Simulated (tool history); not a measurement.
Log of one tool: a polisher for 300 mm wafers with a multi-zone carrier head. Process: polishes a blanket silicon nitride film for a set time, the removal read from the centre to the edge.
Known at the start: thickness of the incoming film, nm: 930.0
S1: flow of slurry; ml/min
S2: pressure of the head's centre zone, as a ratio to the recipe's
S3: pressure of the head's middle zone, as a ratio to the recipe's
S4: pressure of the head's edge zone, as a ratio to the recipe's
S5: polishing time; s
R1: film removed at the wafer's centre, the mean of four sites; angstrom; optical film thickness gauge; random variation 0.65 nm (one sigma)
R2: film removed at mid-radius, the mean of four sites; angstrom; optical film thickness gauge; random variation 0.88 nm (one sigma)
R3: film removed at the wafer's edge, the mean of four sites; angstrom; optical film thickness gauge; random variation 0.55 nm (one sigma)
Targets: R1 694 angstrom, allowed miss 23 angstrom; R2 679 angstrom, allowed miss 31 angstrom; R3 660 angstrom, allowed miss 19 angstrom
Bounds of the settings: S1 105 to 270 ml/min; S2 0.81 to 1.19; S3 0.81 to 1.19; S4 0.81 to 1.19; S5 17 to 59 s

run	day	S1	S2	S3	S4	S5	R1	R2	R3
1	0	175	1	1	1	38	521.29	496.89	494.11
2	0.342	175	1	0.93	1	38	525.34	454.74	500.94
3	0.696	180	1.01	0.96	1.02	39	536.53	503.35	518.95
4	0.817	180	1.01	0.96	1.02	43	593.82	553.97	572.05
5	0.996	210	1.01	0.96	1.02	43	607.53	551.79	577.46
6	1.246	190	1.01	0.96	1.02	43	609.37	548.59	576.65
7	1.475	190	1.02	0.97	1.05	44	624.92	570.75	588.08
8	1.529	190	1.02	0.98	1.05	45	631.28	572.07	604.22
9	1.758	195	1.02	1	1.05	46	648.97	608.59	626.88
10	1.9	195	1.02	1	1.05	46	647.55	611.53	627.76
11	2.004	200	1.03	1.01	1.05	46	665.48	619.96	626.19
12	2.112	205	1.03	1.02	1.06	46	674.13	636.19	625.41
13	2.279	205	1.03	1.02	1.07	46	657	633.69	631.15
14	2.554	210	1.03	1.02	1.08	46	669.38	617.83	630.07
15	2.604	210	1.03	1.03	1.08	46	667.36	618.6	630.6
16	2.871	210	1.03	1.04	1.08	46	655.29	647.45	630.83

Which of these 4 next moves meets every target?
A	3.138	200	1.05	0.95	1.15	47	?	?	?
B	3.138	235	1.05	1.08	1.12	47	?	?	?
C	3.138	245	1.1	1.05	1.04	44	?	?	?
D	3.138	230	1	1.03	1.05	44	?	?	?

move	R1	R2	R3
A	681.11	597.86	658.05
B	699.19	681.66	660.84
C	684.75	626.2	602.96
D	626.03	611.39	601.76
A: brings the result that was furthest off to its target, and leaves another outside
B: meets every target
C: brings the result that was furthest off to its target, and leaves another outside
D: further off than the last run
The right move is B.
